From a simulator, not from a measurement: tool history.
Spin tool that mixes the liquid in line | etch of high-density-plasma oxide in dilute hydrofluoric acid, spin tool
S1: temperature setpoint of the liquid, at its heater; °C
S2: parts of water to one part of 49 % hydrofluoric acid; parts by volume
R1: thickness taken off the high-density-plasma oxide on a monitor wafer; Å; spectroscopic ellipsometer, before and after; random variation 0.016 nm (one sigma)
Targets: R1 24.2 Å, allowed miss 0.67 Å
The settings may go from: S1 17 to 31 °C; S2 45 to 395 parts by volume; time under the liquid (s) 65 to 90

run 1 day=0 | S1=23 S2=220 time_under_the_liquid_(s)=90 | R1=32.009
run 2 day=0.317 | S1=23 S2=250 time_under_the_liquid_(s)=90 | R1=27.124
run 3 day=0.367 | S1=22 S2=250 time_under_the_liquid_(s)=90 | R1=26.325
run 4 day=0.696 | S1=21.5 S2=250 time_under_the_liquid_(s)=90 | R1=25.69
run 5 day=0.754 | S1=21.5 S2=205 time_under_the_liquid_(s)=90 | R1=32.838
run 6 day=0.983 | S1=20.5 S2=215 time_under_the_liquid_(s)=90 | R1=29.465
run 7 day=1.212 | S1=19.5 S2=220 time_under_the_liquid_(s)=90 | R1=27.93
run 8 day=1.479 | S1=19 S2=225 time_under_the_liquid_(s)=90 | R1=26.765
run 9 day=1.504 | S1=18.5 S2=225 time_under_the_liquid_(s)=90 | R1=26.267

5 next moves are on the table. One of them brings every result within its allowed miss. Which?
run A day=1.529 | S1=20 S2=220 time_under_the_liquid_(s)=80 | R1=?
run B day=1.529 | S1=17 S2=200 time_under_the_liquid_(s)=90 | R1=?
run C day=1.529 | S1=19 S2=210 time_under_the_liquid_(s)=90 | R1=?
run D day=1.529 | S1=20 S2=215 time_under_the_liquid_(s)=85 | R1=?
run E day=1.529 | S1=19.5 S2=250 time_under_the_liquid_(s)=90 | R1=?

move=A R1=25.276
move=B R1=28.35
move=C R1=28.94
move=D R1=27.613
move=E R1=23.869
A: nearer than the last run, and not there yet
B: further off than the last run
C: further off than the last run
D: further off than the last run
E: meets every target
Move E is the one to make.
